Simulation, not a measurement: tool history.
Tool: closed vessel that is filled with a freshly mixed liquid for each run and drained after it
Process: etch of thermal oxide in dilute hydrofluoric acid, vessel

run    day  temperature setpoint of the liquid (°C)  parts of water to one part of 49 % hydrofluoric acid (parts by volume)  time in the liquid (s)  thickness taken off the thermal oxide on a monitor wafer (Å)
  1  0.000                                     26.0                                                                     230                     385                                                        67.306
  2  0.058                                     22.5                                                                     230                     385                                                        58.834
  3  0.162                                     22.5                                                                     230                     385                                                        59.368
  4  0.312                                     25.0                                                                     200                     385                                                        77.364
  5  0.438                                     25.0                                                                     200                     385                                                        76.617
  6  0.800                                     27.0                                                                     180                     385                                                        94.550

Expected results for the next run?
  7  0.829                                     31.0                                                                     110                     385                                                             ?

thickness taken off the thermal oxide on a monitor wafer (Å): 197.350
